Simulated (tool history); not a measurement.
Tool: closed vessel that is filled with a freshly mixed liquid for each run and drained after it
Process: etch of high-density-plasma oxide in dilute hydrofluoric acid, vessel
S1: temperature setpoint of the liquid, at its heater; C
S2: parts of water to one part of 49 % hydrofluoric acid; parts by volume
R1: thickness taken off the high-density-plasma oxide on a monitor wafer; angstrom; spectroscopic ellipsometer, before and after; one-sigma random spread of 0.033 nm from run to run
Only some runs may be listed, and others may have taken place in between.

Run 1, day 0: S1 22 C, S2 275 parts by volume, time in the liquid (s) 265. Result: R1 45.154 angstrom.
Run 2, day 0.321: S1 23.5 C, S2 275 parts by volume, time in the liquid (s) 265. Result: R1 47.115 angstrom.
Run 3, day 0.367: S1 23.5 C, S2 275 parts by volume, time in the liquid (s) 265. Result: R1 47.031 angstrom.
Run 4, day 0.421: S1 20.5 C, S2 275 parts by volume, time in the liquid (s) 265. Result: R1 42.717 angstrom.
Run 5, day 0.775: S1 22.5 C, S2 275 parts by volume, time in the liquid (s) 265. Result: R1 45.479 angstrom.
Run 6, day 0.942: S1 26 C, S2 275 parts by volume, time in the liquid (s) 265. Result: R1 51.306 angstrom.
Run 7, day 1.138: S1 27 C, S2 275 parts by volume, time in the liquid (s) 265. Result: R1 53.42 angstrom.
Run 8, day 1.504: S1 27.5 C, S2 275 parts by volume, time in the liquid (s) 265. Result: R1 54.035 angstrom.

For run 9, what comes out?
Run 9, day 1.892: S1 28 C, S2 275 parts by volume, time in the liquid (s) 265. Result: R1 ?.

{"run 9": {"R1": 55.56}}

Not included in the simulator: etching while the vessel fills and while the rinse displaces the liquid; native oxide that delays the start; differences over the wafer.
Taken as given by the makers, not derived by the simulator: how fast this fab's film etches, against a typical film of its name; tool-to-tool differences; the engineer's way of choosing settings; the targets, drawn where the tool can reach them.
